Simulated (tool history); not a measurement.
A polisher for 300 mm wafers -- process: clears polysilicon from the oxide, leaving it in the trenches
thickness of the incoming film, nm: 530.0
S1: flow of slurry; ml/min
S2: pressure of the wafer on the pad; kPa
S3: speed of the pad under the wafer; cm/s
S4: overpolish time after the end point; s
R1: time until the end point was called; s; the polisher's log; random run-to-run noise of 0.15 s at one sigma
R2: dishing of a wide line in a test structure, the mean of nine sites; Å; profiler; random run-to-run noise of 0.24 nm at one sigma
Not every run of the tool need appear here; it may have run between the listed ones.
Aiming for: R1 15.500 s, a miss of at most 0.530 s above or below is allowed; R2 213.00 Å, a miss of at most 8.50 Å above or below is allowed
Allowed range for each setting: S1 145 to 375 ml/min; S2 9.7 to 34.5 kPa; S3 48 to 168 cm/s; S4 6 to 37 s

{"run": 1, "day": 0.0, "S1": 240, "S2": 22.1, "S3": 108, "S4": 19, "R1": 30.425, "R2": 211.97}
{"run": 2, "day": 0.042, "S1": 240, "S2": 25.5, "S3": 112, "S4": 19, "R1": 25.339, "R2": 214.71}
{"run": 3, "day": 0.279, "S1": 240, "S2": 21.4, "S3": 112, "S4": 19, "R1": 30.018, "R2": 207.01}
{"run": 4, "day": 0.625, "S1": 290, "S2": 21.4, "S3": 112, "S4": 19, "R1": 29.625, "R2": 217.31}
{"run": 5, "day": 0.808, "S1": 260, "S2": 24.8, "S3": 116, "S4": 19, "R1": 25.424, "R2": 216.48}
{"run": 6, "day": 1.067, "S1": 230, "S2": 27.6, "S3": 122, "S4": 19, "R1": 21.55, "R2": 208.49}
{"run": 7, "day": 1.25, "S1": 235, "S2": 29.6, "S3": 124, "S4": 19, "R1": 20.062, "R2": 217.37}
{"run": 8, "day": 1.504, "S1": 165, "S2": 29.0, "S3": 154, "S4": 19, "R1": 16.838, "R2": 216.05}
{"run": 9, "day": 1.575, "S1": 165, "S2": 29.6, "S3": 154, "S4": 19, "R1": 16.791, "R2": 212.16}

Of the 4 settings listed for the next run, only one would bring every result within its allowed miss of target. Which one?
{"run": "A", "day": 1.646, "S1": 170, "S2": 28.3, "S3": 156, "S4": 19, "R1": "?", "R2": "?"}
{"run": "B", "day": 1.646, "S1": 205, "S2": 28.3, "S3": 154, "S4": 17, "R1": "?", "R2": "?"}
{"run": "C", "day": 1.646, "S1": 165, "S2": 33.1, "S3": 146, "S4": 21, "R1": "?", "R2": "?"}
{"run": "D", "day": 1.646, "S1": 195, "S2": 28.3, "S3": 154, "S4": 18, "R1": "?", "R2": "?"}

move=A R1=17.396 R2=212.78
move=B R1=17.350 R2=212.78
move=C R1=15.944 R2=212.78
move=D R1=17.420 R2=212.78
A: its largest miss is bigger than the last run's
B: its largest miss is bigger than the last run's
C: in spec on every target
D: its largest miss is bigger than the last run's
Correct choice: C, which meets every target

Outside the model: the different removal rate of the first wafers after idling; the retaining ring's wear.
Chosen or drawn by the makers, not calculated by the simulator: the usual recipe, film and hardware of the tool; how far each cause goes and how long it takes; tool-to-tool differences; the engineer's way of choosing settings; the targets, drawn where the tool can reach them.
